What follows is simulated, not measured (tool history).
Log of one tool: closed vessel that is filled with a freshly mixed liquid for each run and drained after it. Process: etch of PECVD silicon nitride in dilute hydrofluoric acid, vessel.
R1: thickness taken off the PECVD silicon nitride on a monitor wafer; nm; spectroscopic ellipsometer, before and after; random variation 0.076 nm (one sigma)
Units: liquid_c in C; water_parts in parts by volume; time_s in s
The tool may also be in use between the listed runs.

run 1 hour=0 | liquid_c=25 water_parts=245 time_s=850 | R1=10.226
run 2 hour=5.1 | liquid_c=26 water_parts=245 time_s=850 | R1=10.86
run 3 hour=7.3 | liquid_c=24.5 water_parts=245 time_s=850 | R1=9.8773
run 4 hour=13.4 | liquid_c=21.5 water_parts=245 time_s=850 | R1=8.2312
run 5 hour=18.1 | liquid_c=21.5 water_parts=280 time_s=850 | R1=7.2222
run 6 hour=21.9 | liquid_c=19 water_parts=280 time_s=850 | R1=6.174
run 7 hour=27.7 | liquid_c=20.5 water_parts=275 time_s=850 | R1=6.8411
run 8 hour=29.7 | liquid_c=21.5 water_parts=270 time_s=850 | R1=7.4382
run 9 hour=38.2 | liquid_c=22.5 water_parts=265 time_s=850 | R1=8.1294
run 10 hour=43.2 | liquid_c=23.5 water_parts=265 time_s=850 | R1=8.6072
run 11 hour=49.7 | liquid_c=24.5 water_parts=260 time_s=850 | R1=9.4161
run 12 hour=53.7 | liquid_c=25.5 water_parts=260 time_s=850 | R1=9.9393
run 13 hour=56.7 | liquid_c=26 water_parts=260 time_s=850 | R1=10.252
run 14 hour=65.9 | liquid_c=26.5 water_parts=260 time_s=850 | R1=10.457
run 15 hour=72.9 | liquid_c=27 water_parts=260 time_s=850 | R1=10.816

Run 16 comes next. What will it give?
run 16 hour=82.2 | liquid_c=27.5 water_parts=260 time_s=850 | R1=?

R1: 11.255 nm
